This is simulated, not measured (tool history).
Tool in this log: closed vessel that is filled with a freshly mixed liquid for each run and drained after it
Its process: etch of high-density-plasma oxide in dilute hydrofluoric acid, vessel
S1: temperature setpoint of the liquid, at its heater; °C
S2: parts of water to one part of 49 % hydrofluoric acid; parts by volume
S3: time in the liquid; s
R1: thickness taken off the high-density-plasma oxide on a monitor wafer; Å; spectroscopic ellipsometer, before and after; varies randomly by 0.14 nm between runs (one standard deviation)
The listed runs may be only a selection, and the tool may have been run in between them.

run 1 hour=0 | S1=24 S2=190 S3=365 | R1=91.801
run 2 hour=2.2 | S1=24 S2=190 S3=220 | R1=54.957
run 3 hour=6.1 | S1=26.5 S2=140 S3=250 | R1=99.173
run 4 hour=12 | S1=29 S2=140 S3=250 | R1=108.71
run 5 hour=19.5 | S1=29 S2=140 S3=220 | R1=95.825
run 6 hour=26.1 | S1=29.5 S2=105 S3=265 | R1=166.7
run 7 hour=31.6 | S1=30 S2=95 S3=265 | R1=188.51
run 8 hour=40 | S1=30.5 S2=90 S3=265 | R1=206.49
run 9 hour=47.5 | S1=31 S2=90 S3=265 | R1=207.86
run 10 hour=49 | S1=32 S2=80 S3=265 | R1=244.56
run 11 hour=50.9 | S1=31.5 S2=80 S3=265 | R1=241.72

For run 12, what comes out?
run 12 hour=59.7 | S1=31 S2=80 S3=265 | R1=?

For run 12 the tool returned R1 240.02 Å.

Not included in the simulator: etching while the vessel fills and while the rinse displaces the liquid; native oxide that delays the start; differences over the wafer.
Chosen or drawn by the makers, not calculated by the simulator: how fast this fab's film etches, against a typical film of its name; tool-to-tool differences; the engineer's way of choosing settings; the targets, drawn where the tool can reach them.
